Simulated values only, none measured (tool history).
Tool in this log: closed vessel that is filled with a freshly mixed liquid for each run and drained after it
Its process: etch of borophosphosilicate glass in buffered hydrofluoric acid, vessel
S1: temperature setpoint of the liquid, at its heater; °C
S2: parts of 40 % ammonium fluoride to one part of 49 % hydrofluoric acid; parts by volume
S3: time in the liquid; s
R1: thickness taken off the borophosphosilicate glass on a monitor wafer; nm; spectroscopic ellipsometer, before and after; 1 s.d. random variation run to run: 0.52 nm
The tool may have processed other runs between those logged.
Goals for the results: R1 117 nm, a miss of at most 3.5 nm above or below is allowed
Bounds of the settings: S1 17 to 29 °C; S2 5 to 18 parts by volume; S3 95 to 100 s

run,day,S1,S2,S3,R1
1,0,21,11,95,92.612
2,0.371,21.5,11,95,95.023
3,0.683,21.5,14,95,74.817
4,1.038,18.5,14,95,62.985
5,1.162,19.5,14,95,66.83
6,1.442,19.5,17,95,55.397
7,1.75,20.5,16.5,95,60.037
8,1.821,21.5,16,95,65.503
9,2.008,22,16,95,67.458
10,2.067,26,13.5,95,98.973
11,2.112,26.5,13.5,95,101.21

Which of these 4 next moves meets every target?
A,2.158,26,12,95,?
B,2.158,26,13,100,?
C,2.158,25.5,12,95,?
D,2.158,26,12,100,?

move,R1
A,111.22
B,108.22
C,108.29
D,117.08
A: an improvement on the last run, though not all results are within tolerance
B: an improvement on the last run, though not all results are within tolerance
C: an improvement on the last run, though not all results are within tolerance
D: all results in spec
Answer: D
